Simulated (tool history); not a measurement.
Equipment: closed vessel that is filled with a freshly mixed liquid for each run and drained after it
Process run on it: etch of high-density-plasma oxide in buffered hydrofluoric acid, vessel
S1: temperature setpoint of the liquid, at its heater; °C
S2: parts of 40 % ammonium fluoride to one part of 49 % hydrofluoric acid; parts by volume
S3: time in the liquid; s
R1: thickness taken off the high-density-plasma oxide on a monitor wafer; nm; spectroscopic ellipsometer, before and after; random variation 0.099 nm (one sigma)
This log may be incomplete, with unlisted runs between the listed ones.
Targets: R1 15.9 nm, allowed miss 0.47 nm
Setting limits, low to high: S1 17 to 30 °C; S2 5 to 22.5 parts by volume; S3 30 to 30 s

| run | hour | S1 | S2 | S3 | R1 |
|---|---|---|---|---|---|
| 1 | 0 | 22 | 13.5 | 30 | 26.894 |
| 2 | 2 | 21.5 | 14 | 30 | 25.234 |
| 3 | 8 | 21.5 | 10 | 30 | 34.677 |
| 4 | 16.8 | 21 | 11 | 30 | 31.122 |
| 5 | 22.5 | 21 | 11 | 30 | 30.911 |
|  | 29.4 | hydrofluoric acid flow meter replaced |
| 6 | 29.4 | 24.5 | 11 | 30 | 36.023 |
| 7 | 34 | 20.5 | 15.5 | 30 | 20.758 |
| 8 | 39.4 | 20 | 15.5 | 30 | 20.154 |
| 9 | 45.9 | 19.5 | 15.5 | 30 | 19.672 |
| 10 | 50 | 19 | 15.5 | 30 | 19.151 |
| 11 | 55 | 18.5 | 15.5 | 30 | 18.53 |
| 12 | 59.4 | 17.5 | 16 | 30 | 16.817 |
| 13 | 61.4 | 17 | 16 | 30 | 16.545 |

Which one of the following 4 next-run settings gets every result inside its allowed miss? There is exactly one.
| A | 63.4 | 17 | 16.5 | 30 | ? |
| B | 63.4 | 17 | 17.5 | 30 | ? |
| C | 63.4 | 17 | 18 | 30 | ? |
| D | 63.4 | 17 | 14.5 | 30 | ? |

| move | R1 |
|---|---|
| A | 15.852 |
| B | 14.958 |
| C | 14.547 |
| D | 18.004 |
A: in spec on every target
B: takes the result that was furthest off past its target
C: takes the result that was furthest off past its target
D: further off than the last run
The right move is A.
